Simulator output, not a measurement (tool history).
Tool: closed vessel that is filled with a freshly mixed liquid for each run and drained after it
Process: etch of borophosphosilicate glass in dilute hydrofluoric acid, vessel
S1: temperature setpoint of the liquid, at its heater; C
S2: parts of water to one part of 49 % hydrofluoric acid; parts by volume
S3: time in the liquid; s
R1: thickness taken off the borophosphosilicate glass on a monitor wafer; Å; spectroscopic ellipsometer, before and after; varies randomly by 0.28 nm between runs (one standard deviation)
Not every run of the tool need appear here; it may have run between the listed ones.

| run | day | S1 | S2 | S3 | R1 |
|---|---|---|---|---|---|
| 1 | 0.000 | 20.0 | 50 | 30 | 170.15 |
| 2 | 0.029 | 20.0 | 65 | 30 | 126.21 |
| 3 | 0.150 | 20.0 | 65 | 30 | 127.71 |
| 4 | 0.296 | 20.0 | 70 | 30 | 116.63 |
| 5 | 0.633 | 23.5 | 70 | 30 | 135.44 |
| 6 | 0.696 | 23.5 | 60 | 30 | 161.50 |
| 7 | 1.025 | 24.5 | 55 | 30 | 180.89 |
| 8 | 1.208 | 25.5 | 50 | 30 | 211.65 |
| 9 | 1.358 | 26.0 | 45 | 30 | 239.75 |
| 10 | 1.538 | 26.5 | 40 | 30 | 275.31 |

Run 11 has not been measured yet. What should we expect?
|  | 1.904 | thermometer replaced |
| 11 | 1.904 | 27.0 | 40 | 30 | ? |

For run 11 the tool returned R1 256.83 Å.
